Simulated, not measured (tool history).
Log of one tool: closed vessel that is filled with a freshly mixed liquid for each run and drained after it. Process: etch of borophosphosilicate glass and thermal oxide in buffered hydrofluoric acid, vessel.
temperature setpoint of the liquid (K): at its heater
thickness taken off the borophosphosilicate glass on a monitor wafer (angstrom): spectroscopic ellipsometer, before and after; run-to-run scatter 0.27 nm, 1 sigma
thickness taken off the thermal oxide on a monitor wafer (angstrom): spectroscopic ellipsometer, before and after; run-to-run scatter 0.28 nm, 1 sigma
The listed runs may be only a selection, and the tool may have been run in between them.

run	hour	temperature setpoint of the liquid (K)	parts of 40 % ammonium fluoride to one part of 49 % hydrofluoric acid (parts by volume)	time in the liquid (s)	thickness taken off the borophosphosilicate glass on a monitor wafer (angstrom)	thickness taken off the thermal oxide on a monitor wafer (angstrom)
1	0	297.15	17.5	60	1025.2	427.44
2	2	297.15	13.5	60	1336.9	556.72
3	7	296.15	14	60	1215.1	499.6
4	12.2	293.65	14	60	1053.7	437.97
5	19	293.15	14.5	60	996.99	414.35
6	25.2	293.15	14.5	70	1156.5	481.44
7	28	292.65	15	70	1095.8	452.97
8	31.4	292.15	15.5	70	1034.6	429.09

For run 9, what comes out?
9	39.8	291.65	16	70	?	?

thickness taken off the borophosphosilicate glass on a monitor wafer (angstrom): 971.96
thickness taken off the thermal oxide on a monitor wafer (angstrom): 406.69

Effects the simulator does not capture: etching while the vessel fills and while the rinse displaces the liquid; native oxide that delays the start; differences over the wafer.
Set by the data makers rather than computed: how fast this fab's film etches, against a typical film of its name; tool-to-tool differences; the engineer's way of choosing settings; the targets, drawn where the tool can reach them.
